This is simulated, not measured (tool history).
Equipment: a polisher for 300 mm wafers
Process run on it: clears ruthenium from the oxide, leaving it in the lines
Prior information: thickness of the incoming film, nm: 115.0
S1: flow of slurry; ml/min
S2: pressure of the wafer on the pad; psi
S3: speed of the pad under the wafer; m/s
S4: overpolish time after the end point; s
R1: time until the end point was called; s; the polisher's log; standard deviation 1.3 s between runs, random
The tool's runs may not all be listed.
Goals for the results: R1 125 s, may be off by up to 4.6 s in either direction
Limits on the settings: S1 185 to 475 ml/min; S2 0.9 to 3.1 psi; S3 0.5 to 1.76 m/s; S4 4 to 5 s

run  hour   S1   S2    S3  S4      R1
  1     0  305    2  1.12   5  99.005
  2   6.4  305  2.5  1.12   5   79.08
  3   8.7  305  2.8  1.12   5  70.595
  4  11.9  305  3.1  1.12   5  63.741
  5  20.8  305  3.1  0.98   5  72.381
  6  25.6  305  3.1  0.98   4  71.852
  7  29.8  305  2.5  0.94   4  93.153
  8  30.8  305  2.3  0.94   4  101.83
  9  39.6  305  2.3  0.94   4  102.59
 10  45.7  305  2.2  0.94   4  106.36
 11  54.5  305  2.1  0.94   4  110.82
 12  55.7  305    2  0.94   4  116.18

5 candidate next runs follow, results not yet known. Just one meets every target within its allowed miss. Identify it.
  A  56.9  350    2  0.98   5   ?
  B  56.9  240  1.8  1.16   5   ?
  C  56.9  320    2  0.86   5   ?
  D  56.9  315  1.9  0.84   5   ?
  E  56.9  345  1.9  1.04   5   ?

move      R1
   A  110.14
   B  107.76
   C   125.9
   D  135.54
   E  109.42
A: moves away from the targets compared with the last run
B: moves away from the targets compared with the last run
C: hits every target within its allowed miss
D: the result that was furthest off in the last run now lies on the other side of its target
E: moves away from the targets compared with the last run
The right move is C.
